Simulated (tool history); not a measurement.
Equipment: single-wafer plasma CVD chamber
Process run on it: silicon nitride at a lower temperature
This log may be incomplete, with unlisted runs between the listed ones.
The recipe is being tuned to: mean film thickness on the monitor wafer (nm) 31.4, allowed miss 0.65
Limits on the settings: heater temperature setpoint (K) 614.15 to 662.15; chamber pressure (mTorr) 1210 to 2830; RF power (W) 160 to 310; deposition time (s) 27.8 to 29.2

run  hour  heater temperature setpoint (K)  chamber pressure (mTorr)  RF power (W)  deposition time (s)  mean film thickness on the monitor wafer (nm)
  1     0                           638.15                      2020           235                 29.2                                         28.318
  2   0.8                           638.15                      2090           235                 29.2                                         29.149
  3   7.2                           638.15                      2130           235                 29.2                                         29.228
  4  10.5                           638.15                      2130           235                 29.2                                         29.281
  5  17.2                           638.15                      2130           235                 29.2                                         29.124
  6  23.5                           638.15                      2000           235                 29.2                                         28.684
  7  30.6                           638.15                      2060           235                 29.2                                         28.535
  8  37.3                           638.15                      2440           260                 29.2                                         32.719

Pick the move, out of 5, that brings all results within their allowed miss; only one does.
  A    44                           638.15                      2460           260                 29.2                                              ?
  B    44                           630.15                      2420           260                 29.2                                              ?
  C    44                           646.15                      2610           250                 29.2                                              ?
  D    44                           639.15                      2400           265                 27.8                                              ?
  E    44                           630.15                      2500           270                 27.8                                              ?

move  mean film thickness on the monitor wafer (nm)
   A                                         32.981
   B                                         32.933
   C                                         32.506
   D                                          31.59
   E                                         32.553
A: misses by more than the last run did
B: misses by more than the last run did
C: an improvement on the last run, though not all results are within tolerance
D: in spec on every target
E: an improvement on the last run, though not all results are within tolerance
D is the move that brings every result within its allowed miss.
